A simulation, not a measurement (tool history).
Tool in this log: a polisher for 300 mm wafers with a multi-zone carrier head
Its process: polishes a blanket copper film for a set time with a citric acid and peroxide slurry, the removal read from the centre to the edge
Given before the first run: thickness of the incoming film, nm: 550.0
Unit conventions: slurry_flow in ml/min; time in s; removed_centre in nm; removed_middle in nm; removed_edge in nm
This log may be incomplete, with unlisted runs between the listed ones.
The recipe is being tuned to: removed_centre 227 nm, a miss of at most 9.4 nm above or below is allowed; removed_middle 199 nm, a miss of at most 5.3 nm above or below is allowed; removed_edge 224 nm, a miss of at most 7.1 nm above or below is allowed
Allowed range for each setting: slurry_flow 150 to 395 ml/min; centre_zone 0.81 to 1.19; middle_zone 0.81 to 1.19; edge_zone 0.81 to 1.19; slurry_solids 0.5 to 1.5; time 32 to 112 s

run,day,slurry_flow,centre_zone,middle_zone,edge_zone,slurry_solids,time,removed_centre,removed_middle,removed_edge
1,0,250,1,1,1,1,72,234.63,229.92,233.9
2,0.229,245,1,0.99,1,1,72,232.8,227.4,230.26
3,0.342,270,1,0.99,1,1,72,235.68,228.52,236.21
4,0.642,270,1,0.99,0.91,1,72,234.84,228.5,229.93
5,0.725,270,1.07,0.99,0.91,1,72,255.33,229.3,227.67
6,0.917,235,1.07,0.99,0.91,1,72,251.32,228.39,225.23
7,1.033,235,1.06,0.97,0.91,1,72,247.07,218.96,225.93
8,1.338,230,1.05,0.96,0.91,1,72,234.47,221.69,222.43
9,1.508,205,1.09,0.86,0.99,0.95,72,242.04,198.24,228.25
10,1.862,200,1.09,0.86,0.99,0.95,72,243.71,193,230.29
11,2.104,200,1.09,0.86,0.99,0.95,72,240.29,196.86,222.51
12,2.138,200,1.08,0.86,0.99,0.95,72,239.9,192.34,224.12
13,2.3,200,1.07,0.87,0.99,0.95,72,239.26,199,226.26

Which single option among these 4 for the next run brings every result within its allowed miss of target? Just one does.
A,2.462,215,1.1,0.84,1.02,1,72,?,?,?
B,2.462,170,1.04,0.9,0.99,1,72,?,?,?
C,2.462,150,1.12,0.9,1,0.65,82,?,?,?
D,2.462,185,1.15,0.9,1.04,1.25,67,?,?,?

move,removed_centre,removed_middle,removed_edge
A,252.53,196.12,235.01
B,229.92,200.42,225.73
C,248.93,201.82,229.84
D,253.28,199.1,229.03
A: moves away from the targets compared with the last run
B: each result inside its tolerance
C: moves away from the targets compared with the last run
D: moves away from the targets compared with the last run
The move that meets every target is B.

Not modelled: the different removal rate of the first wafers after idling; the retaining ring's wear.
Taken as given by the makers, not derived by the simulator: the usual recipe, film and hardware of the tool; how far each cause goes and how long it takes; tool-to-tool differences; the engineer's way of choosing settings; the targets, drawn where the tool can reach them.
